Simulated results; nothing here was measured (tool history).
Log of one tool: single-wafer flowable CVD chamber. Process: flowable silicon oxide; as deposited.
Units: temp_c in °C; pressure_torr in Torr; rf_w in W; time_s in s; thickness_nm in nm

| run | day | temp_c | pressure_torr | rf_w | time_s | thickness_nm |
|---|---|---|---|---|---|---|
| 1 | 0 | 105 | 1.05 | 1510 | 315 | 193.87 |
| 2 | 0.108 | 110 | 1.05 | 1510 | 315 | 160.98 |
| 3 | 0.183 | 110 | 1.05 | 1510 | 315 | 160.91 |
| 4 | 0.246 | 110 | 1.05 | 1605 | 315 | 166.51 |
| 5 | 0.45 | 113 | 1.05 | 1605 | 315 | 148.73 |
| 6 | 0.492 | 115 | 1.05 | 1605 | 315 | 138.22 |
|  | 0.596 | capacitance manometer re-zeroed and calibrated |
| 7 | 0.596 | 116 | 1.05 | 1605 | 315 | 144.97 |

For run 8, what comes out?
| 8 | 0.621 | 118 | 1.05 | 1605 | 315 | ? |

thickness_nm: 135.23 nm
